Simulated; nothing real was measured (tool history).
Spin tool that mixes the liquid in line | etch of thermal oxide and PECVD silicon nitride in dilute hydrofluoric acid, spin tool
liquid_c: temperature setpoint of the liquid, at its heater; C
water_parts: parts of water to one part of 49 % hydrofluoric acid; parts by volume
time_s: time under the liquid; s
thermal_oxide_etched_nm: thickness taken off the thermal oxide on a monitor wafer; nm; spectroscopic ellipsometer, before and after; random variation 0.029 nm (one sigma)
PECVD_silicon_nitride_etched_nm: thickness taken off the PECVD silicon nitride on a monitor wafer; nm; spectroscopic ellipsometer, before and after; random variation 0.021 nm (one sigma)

run,hour,liquid_c,water_parts,time_s,thermal_oxide_etched_nm,PECVD_silicon_nitride_etched_nm
1,0,20,75,165,10.208,6.4903
2,1,19.5,95,165,7.7321,4.9775
3,3.9,19,110,155,6.0523,3.8463
4,7.9,17,110,155,5.5195,3.4023
5,9.1,17.5,120,145,4.7968,3.0179
6,11.3,17,120,145,4.6824,2.8683
7,17.9,18,125,135,4.339,2.7848

What does the tool deliver on the next run?
8,21.8,18,140,130,?,?

thermal_oxide_etched_nm: 3.6914 nm
PECVD_silicon_nitride_etched_nm: 2.4459 nm
